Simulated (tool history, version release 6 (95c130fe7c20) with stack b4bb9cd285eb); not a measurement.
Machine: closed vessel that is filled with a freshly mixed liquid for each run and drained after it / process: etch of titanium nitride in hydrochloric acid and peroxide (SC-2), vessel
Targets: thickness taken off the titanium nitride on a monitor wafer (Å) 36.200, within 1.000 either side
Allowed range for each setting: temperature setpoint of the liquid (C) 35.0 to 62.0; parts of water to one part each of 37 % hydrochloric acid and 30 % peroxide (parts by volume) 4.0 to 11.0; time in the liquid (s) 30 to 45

| run | day | temperature setpoint of the liquid (C) | parts of water to one part each of 37 % hydrochloric acid and 30 % peroxide (parts by volume) | time in the liquid (s) | thickness taken off the titanium nitride on a monitor wafer (Å) |
|---|---|---|---|---|---|
| 1 | 0.000 | 46.0 | 6.0 | 45 | 23.561 |
| 2 | 0.246 | 41.5 | 6.0 | 45 | 17.235 |
| 3 | 0.371 | 41.5 | 5.0 | 45 | 20.104 |
| 4 | 0.412 | 44.0 | 5.0 | 45 | 23.846 |
| 5 | 0.779 | 45.5 | 5.0 | 45 | 25.770 |
| 6 | 1.092 | 48.0 | 5.0 | 45 | 31.053 |
| 7 | 1.421 | 48.5 | 5.0 | 45 | 31.795 |
| 8 | 1.662 | 49.0 | 5.0 | 45 | 32.951 |
| 9 | 1.750 | 49.5 | 5.0 | 45 | 34.782 |

Next run, 5 choices. One meets every target within its allowed miss, the rest don't. Which?
| A | 1.838 | 52.0 | 6.5 | 45 | ? |
| B | 1.838 | 51.5 | 5.5 | 45 | ? |
| C | 1.838 | 56.0 | 9.0 | 45 | ? |
| D | 1.838 | 50.0 | 5.5 | 45 | ? |
| E | 1.838 | 47.5 | 4.5 | 45 | ? |

| move | thickness taken off the titanium nitride on a monitor wafer (Å) |
|---|---|
| A | 33.415 |
| B | 36.641 |
| C | 33.495 |
| D | 33.169 |
| E | 32.354 |
A: moves away from the targets compared with the last run
B: every result within its allowed miss
C: moves away from the targets compared with the last run
D: moves away from the targets compared with the last run
E: moves away from the targets compared with the last run
B is the move that brings every result within its allowed miss.
